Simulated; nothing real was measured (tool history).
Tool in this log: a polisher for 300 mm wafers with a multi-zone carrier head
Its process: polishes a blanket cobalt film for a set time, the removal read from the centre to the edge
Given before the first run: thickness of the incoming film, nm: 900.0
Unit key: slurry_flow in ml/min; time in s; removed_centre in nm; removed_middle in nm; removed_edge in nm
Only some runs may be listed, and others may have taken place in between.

run 1 day=0.000 | slurry_flow=170 centre_zone=1.00 middle_zone=1.00 edge_zone=1.00 time=46 | removed_centre=278.17 removed_middle=277.85 removed_edge=277.09
run 2 day=0.117 | slurry_flow=160 centre_zone=0.98 middle_zone=0.99 edge_zone=0.99 time=46 | removed_centre=266.43 removed_middle=271.61 removed_edge=276.87
run 3 day=0.383 | slurry_flow=155 centre_zone=0.97 middle_zone=0.98 edge_zone=0.97 time=46 | removed_centre=261.81 removed_middle=268.52 removed_edge=270.53
run 4 day=0.712 | slurry_flow=145 centre_zone=0.96 middle_zone=0.97 edge_zone=0.96 time=46 | removed_centre=256.28 removed_middle=262.30 removed_edge=267.80
run 5 day=0.808 | slurry_flow=140 centre_zone=0.95 middle_zone=0.96 edge_zone=0.95 time=46 | removed_centre=255.64 removed_middle=257.55 removed_edge=264.96
run 6 day=0.904 | slurry_flow=135 centre_zone=0.94 middle_zone=0.96 edge_zone=0.94 time=46 | removed_centre=248.87 removed_middle=256.60 removed_edge=261.56

Run 7 comes next. What will it give?
run 7 day=0.962 | slurry_flow=105 centre_zone=0.92 middle_zone=0.93 edge_zone=0.90 time=46 | removed_centre=? removed_middle=? removed_edge=?

Run 7 produced removed_centre 223.53 nm, removed_middle 232.12 nm, removed_edge 251.15 nm.

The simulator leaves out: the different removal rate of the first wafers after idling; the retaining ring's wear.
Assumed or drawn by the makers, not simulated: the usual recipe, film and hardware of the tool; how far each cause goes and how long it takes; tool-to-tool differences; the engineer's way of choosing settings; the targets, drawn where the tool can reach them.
